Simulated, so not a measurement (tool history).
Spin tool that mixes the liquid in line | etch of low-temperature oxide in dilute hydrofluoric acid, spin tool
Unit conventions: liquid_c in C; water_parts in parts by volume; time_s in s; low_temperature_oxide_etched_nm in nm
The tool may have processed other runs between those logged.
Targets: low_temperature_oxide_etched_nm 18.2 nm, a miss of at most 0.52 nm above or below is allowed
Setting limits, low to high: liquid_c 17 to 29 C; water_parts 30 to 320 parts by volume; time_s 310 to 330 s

run  hour  liquid_c  water_parts  time_s  low_temperature_oxide_etched_nm
  1     0        21          175     310                            23.61
  2   5.9        23          175     310                           25.795
  3   7.7        22          180     310                           23.927
  4  10.2        22          145     310                           31.014
  5  11.3        22           90     310                           53.028
  6    18        22           55     310                           91.078
  7  21.5        18          125     310                           31.323
  8    28        17          180     310                           19.879
  9  31.2        17          185     310                           18.828

5 next moves are on the table. One of them brings every result within its allowed miss. Which?
  A  34.4        18          185     310                                ?
  B  34.4        17          190     325                                ?
  C  34.4        18          190     320                                ?
  D  34.4      17.5          195     330                                ?
  E  34.4        20          210     310                                ?

move  low_temperature_oxide_etched_nm
   A                           19.774
   B                           19.304
   C                           19.781
   D                           19.394
   E                           18.389
A: moves away from the targets compared with the last run
B: moves away from the targets compared with the last run
C: moves away from the targets compared with the last run
D: moves away from the targets compared with the last run
E: all results in spec
E is the move that brings every result within its allowed miss.

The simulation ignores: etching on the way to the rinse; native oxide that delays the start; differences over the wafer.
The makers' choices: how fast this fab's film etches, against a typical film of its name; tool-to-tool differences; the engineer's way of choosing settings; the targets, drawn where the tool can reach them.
